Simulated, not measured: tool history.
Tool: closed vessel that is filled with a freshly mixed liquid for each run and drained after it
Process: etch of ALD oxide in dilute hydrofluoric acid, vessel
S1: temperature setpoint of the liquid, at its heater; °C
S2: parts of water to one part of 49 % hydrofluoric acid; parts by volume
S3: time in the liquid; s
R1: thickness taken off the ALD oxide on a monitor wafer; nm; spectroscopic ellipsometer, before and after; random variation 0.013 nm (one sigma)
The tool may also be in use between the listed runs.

{"run": 1, "day": 0.0, "S1": 25, "S2": 235, "S3": 40, "R1": 2.6281}
{"run": 2, "day": 0.15, "S1": 25, "S2": 235, "S3": 40, "R1": 2.6257}
{"run": 3, "day": 0.254, "S1": 24, "S2": 235, "S3": 40, "R1": 2.5411}
{"run": 4, "day": 0.638, "S1": 26.5, "S2": 235, "S3": 40, "R1": 2.8116}
{"run": 5, "day": 0.95, "S1": 25.5, "S2": 235, "S3": 40, "R1": 2.672}
{"run": 6, "day": 1.025, "S1": 24.5, "S2": 235, "S3": 40, "R1": 2.5939}
{"run": 7, "day": 1.396, "S1": 23.5, "S2": 235, "S3": 40, "R1": 2.4992}
{"run": 8, "day": 1.467, "S1": 23, "S2": 235, "S3": 40, "R1": 2.4613}

Forecast run 9:
{"run": 9, "day": 1.65, "S1": 22.5, "S2": 235, "S3": 40, "R1": "?"}

{"run 9": {"R1": 2.4012}}
